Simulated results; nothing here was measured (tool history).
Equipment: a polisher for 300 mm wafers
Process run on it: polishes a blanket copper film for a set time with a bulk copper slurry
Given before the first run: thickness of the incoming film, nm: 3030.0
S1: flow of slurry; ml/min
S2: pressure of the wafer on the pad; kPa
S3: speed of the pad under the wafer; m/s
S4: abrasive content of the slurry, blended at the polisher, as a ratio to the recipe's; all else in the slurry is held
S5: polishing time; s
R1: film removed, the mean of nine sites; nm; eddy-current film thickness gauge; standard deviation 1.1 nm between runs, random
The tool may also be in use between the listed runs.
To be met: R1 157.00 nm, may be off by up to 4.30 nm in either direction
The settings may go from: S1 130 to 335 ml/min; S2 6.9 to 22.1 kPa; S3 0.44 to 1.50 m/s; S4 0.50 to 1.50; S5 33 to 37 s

| run | hour | S1 | S2 | S3 | S4 | S5 | R1 |
|---|---|---|---|---|---|---|---|
| 1 | 0.0 | 215 | 14.5 | 0.96 | 1.00 | 37 | 222.12 |
| 2 | 4.3 | 215 | 14.5 | 0.96 | 1.00 | 33 | 201.10 |
| 3 | 5.1 | 215 | 14.5 | 0.96 | 1.10 | 33 | 204.50 |
| 4 | 11.8 | 210 | 13.8 | 0.96 | 1.10 | 33 | 192.92 |
| 5 | 19.7 | 210 | 16.5 | 0.96 | 1.10 | 33 | 229.40 |
| 6 | 26.2 | 205 | 15.2 | 0.96 | 1.10 | 33 | 209.22 |
| 7 | 29.1 | 195 | 14.5 | 0.96 | 1.10 | 33 | 201.12 |
| 8 | 35.6 | 195 | 13.8 | 0.96 | 1.10 | 33 | 191.47 |
| 9 | 36.7 | 190 | 13.1 | 0.96 | 1.10 | 33 | 181.55 |
| 10 | 41.2 | 185 | 12.4 | 0.96 | 1.10 | 33 | 172.76 |
| 11 | 50.1 | 180 | 12.4 | 0.96 | 1.10 | 33 | 171.61 |

Which one of the following 5 next-run settings gets every result inside its allowed miss? There is exactly one.
| A | 59.0 | 150 | 16.5 | 0.64 | 1.00 | 33 | ? |
| B | 59.0 | 220 | 13.8 | 0.70 | 1.25 | 33 | ? |
| C | 59.0 | 150 | 11.7 | 1.12 | 1.15 | 36 | ? |
| D | 59.0 | 200 | 11.7 | 0.82 | 1.20 | 36 | ? |
| E | 59.0 | 185 | 11.0 | 0.94 | 1.00 | 33 | ? |

| move | R1 |
|---|---|
| A | 147.86 |
| B | 148.42 |
| C | 204.44 |
| D | 158.05 |
| E | 148.51 |
A: carries the result that was furthest off beyond its target, to the other side
B: carries the result that was furthest off beyond its target, to the other side
C: misses by more than the last run did
D: all results land within tolerance of their targets
E: carries the result that was furthest off beyond its target, to the other side
Move D is the one to make.
